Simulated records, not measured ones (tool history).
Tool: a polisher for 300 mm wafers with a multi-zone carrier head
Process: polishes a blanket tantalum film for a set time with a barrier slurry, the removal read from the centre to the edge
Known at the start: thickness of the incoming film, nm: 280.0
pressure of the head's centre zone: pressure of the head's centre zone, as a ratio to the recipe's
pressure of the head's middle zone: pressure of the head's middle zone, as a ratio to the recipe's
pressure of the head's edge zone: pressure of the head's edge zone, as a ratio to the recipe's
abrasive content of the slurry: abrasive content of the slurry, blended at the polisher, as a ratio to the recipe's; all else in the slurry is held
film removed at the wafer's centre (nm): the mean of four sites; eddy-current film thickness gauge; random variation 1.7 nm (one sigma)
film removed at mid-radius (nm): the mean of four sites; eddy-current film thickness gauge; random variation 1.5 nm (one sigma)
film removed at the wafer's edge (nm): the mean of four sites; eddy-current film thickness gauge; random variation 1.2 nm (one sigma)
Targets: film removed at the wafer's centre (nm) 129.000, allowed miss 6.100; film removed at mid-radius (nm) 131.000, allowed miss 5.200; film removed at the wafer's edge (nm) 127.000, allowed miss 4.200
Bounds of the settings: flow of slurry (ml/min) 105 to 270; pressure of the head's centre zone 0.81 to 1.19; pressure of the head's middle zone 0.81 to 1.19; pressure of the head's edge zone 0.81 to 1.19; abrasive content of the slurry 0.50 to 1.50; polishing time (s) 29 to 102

| run | hour | flow of slurry (ml/min) | pressure of the head's centre zone | pressure of the head's middle zone | pressure of the head's edge zone | abrasive content of the slurry | polishing time (s) | film removed at the wafer's centre (nm) | film removed at mid-radius (nm) | film removed at the wafer's edge (nm) |
|---|---|---|---|---|---|---|---|---|---|---|
| 1 | 0.0 | 175 | 1.00 | 1.00 | 1.00 | 1.00 | 65 | 95.596 | 97.670 | 97.150 |
| 2 | 3.8 | 175 | 1.00 | 0.94 | 1.00 | 1.00 | 65 | 96.271 | 91.701 | 97.348 |
| 3 | 11.6 | 175 | 1.00 | 0.94 | 1.00 | 0.80 | 65 | 88.265 | 87.626 | 91.361 |
| 4 | 12.5 | 180 | 1.01 | 0.97 | 1.02 | 0.95 | 66 | 97.609 | 96.251 | 99.354 |
| 5 | 13.3 | 190 | 1.02 | 1.00 | 1.05 | 1.00 | 66 | 99.204 | 102.040 | 103.240 |
| 6 | 18.6 | 195 | 1.04 | 1.02 | 1.07 | 1.05 | 66 | 103.800 | 104.440 | 106.560 |
| 7 | 25.6 | 200 | 1.06 | 1.04 | 1.08 | 1.10 | 66 | 109.200 | 108.750 | 106.020 |
| 8 | 27.6 | 205 | 1.06 | 1.05 | 1.10 | 1.15 | 66 | 107.020 | 109.490 | 109.150 |
| 9 | 30.2 | 210 | 1.07 | 1.06 | 1.11 | 1.20 | 67 | 113.180 | 116.200 | 112.190 |
| 10 | 35.3 | 215 | 1.08 | 1.06 | 1.12 | 1.25 | 68 | 117.500 | 115.690 | 116.790 |
| 11 | 39.6 | 220 | 1.09 | 1.07 | 1.13 | 1.30 | 68 | 118.890 | 118.380 | 118.920 |
| 12 | 45.4 | 225 | 1.10 | 1.08 | 1.14 | 1.35 | 68 | 121.900 | 121.820 | 121.250 |
| 13 | 48.0 | 230 | 1.10 | 1.09 | 1.14 | 1.35 | 68 | 124.360 | 123.850 | 120.000 |
| 14 | 49.9 | 230 | 1.10 | 1.09 | 1.15 | 1.35 | 68 | 120.800 | 123.260 | 123.250 |
| 15 | 52.9 | 235 | 1.11 | 1.10 | 1.15 | 1.35 | 68 | 123.740 | 124.970 | 121.160 |

4 next moves are on the table. One of them brings every result within its allowed miss. Which?
| A | 55.9 | 255 | 1.13 | 1.07 | 1.03 | 1.10 | 74 | ? | ? | ? |
| B | 55.9 | 260 | 1.08 | 1.09 | 1.11 | 1.40 | 71 | ? | ? | ? |
| C | 55.9 | 255 | 1.02 | 1.16 | 1.19 | 1.15 | 72 | ? | ? | ? |
| D | 55.9 | 245 | 1.13 | 1.10 | 1.10 | 1.45 | 65 | ? | ? | ? |

| move | film removed at the wafer's centre (nm) | film removed at mid-radius (nm) | film removed at the wafer's edge (nm) |
|---|---|---|---|
| A | 135.300 | 125.960 | 118.760 |
| B | 131.370 | 130.010 | 125.120 |
| C | 120.100 | 132.800 | 125.520 |
| D | 125.810 | 119.950 | 114.220 |
A: further off than the last run
B: meets every target
C: brings the result that was furthest off to its target, and leaves another outside
D: further off than the last run
Move B is the one to make.
